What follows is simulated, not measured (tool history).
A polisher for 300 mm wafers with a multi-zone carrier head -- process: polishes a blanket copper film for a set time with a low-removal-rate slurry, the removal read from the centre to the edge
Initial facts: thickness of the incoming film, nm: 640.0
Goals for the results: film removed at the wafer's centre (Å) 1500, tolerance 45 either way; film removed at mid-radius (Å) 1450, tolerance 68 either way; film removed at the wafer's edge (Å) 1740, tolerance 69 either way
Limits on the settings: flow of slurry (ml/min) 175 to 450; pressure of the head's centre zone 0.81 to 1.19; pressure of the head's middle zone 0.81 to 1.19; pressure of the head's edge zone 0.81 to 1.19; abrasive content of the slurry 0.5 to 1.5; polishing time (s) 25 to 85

run	hour	flow of slurry (ml/min)	pressure of the head's centre zone	pressure of the head's middle zone	pressure of the head's edge zone	abrasive content of the slurry	polishing time (s)	film removed at the wafer's centre (Å)	film removed at mid-radius (Å)	film removed at the wafer's edge (Å)
1	0	290	1	1	1	1	55	1843.9	1845.5	1861
2	1.5	285	0.97	0.96	1	0.95	55	1772.8	1786.1	1852.9
3	3.5	285	0.97	0.99	1	0.95	55	1773	1849.1	1822.1
4	11.7	315	0.97	0.99	1	0.95	55	1807.2	1853.2	1842.6
5	19	315	0.97	0.99	1	0.95	62	2037.9	2038.1	2083.8
6	25.4	315	0.95	0.95	1.02	0.85	59	1815	1900.9	1936.4
7	30.6	300	0.97	0.91	1.06	0.85	57	1799.8	1729.1	1867.1
8	37.3	285	0.95	0.88	1.09	0.8	56	1680.7	1646.6	1837.3
9	38	280	0.94	0.86	1.11	0.75	55	1637	1531	1782.6
10	38.8	255	0.85	0.83	1.11	0.7	55	1450.7	1469.2	1727.4

Of the 5 settings listed for the next run, only one would bring every result within its allowed miss of target. Which one?
A	39.6	250	0.81	0.85	1.12	0.75	54	?	?	?
B	39.6	275	0.82	0.84	1.19	0.7	54	?	?	?
C	39.6	330	0.82	0.85	1.19	0.85	50	?	?	?
D	39.6	195	0.82	0.81	1.09	0.85	53	?	?	?
E	39.6	225	0.89	0.82	1.1	0.85	53	?	?	?

move	film removed at the wafer's centre (Å)	film removed at mid-radius (Å)	film removed at the wafer's edge (Å)
A	1404.5	1513.6	1746.7
B	1409	1489.9	1784.1
C	1402.7	1492.3	1764.7
D	1384	1436	1704.3
E	1512.7	1478.5	1739.2
A: further off than the last run
B: further off than the last run
C: further off than the last run
D: further off than the last run
E: hits every target within its allowed miss
The right move is E.
